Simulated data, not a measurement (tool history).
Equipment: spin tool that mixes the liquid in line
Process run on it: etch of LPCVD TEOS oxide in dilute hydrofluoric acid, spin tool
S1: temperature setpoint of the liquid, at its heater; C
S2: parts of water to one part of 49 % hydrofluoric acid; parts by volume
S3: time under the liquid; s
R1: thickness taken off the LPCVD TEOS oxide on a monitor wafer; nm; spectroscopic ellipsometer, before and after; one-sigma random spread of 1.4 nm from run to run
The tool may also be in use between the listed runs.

run	hour	S1	S2	S3	R1
1	0.0	23.0	105	195	92.139
2	4.3	23.0	90	195	110.760
3	13.0	25.0	90	195	119.950
4	20.3	25.0	120	195	85.737
5	29.3	26.5	110	195	101.370
6	35.3	26.5	140	195	75.243
7	37.0	27.5	125	195	90.117
8	38.7	28.5	115	195	101.490
9	39.9	31.0	75	195	185.310
10	46.2	30.0	75	195	178.510
11	51.0	29.0	75	195	169.920

Estimate the outcome of run 12 from the log above:
12	56.7	28.5	75	195	?

R1: 166.440 nm
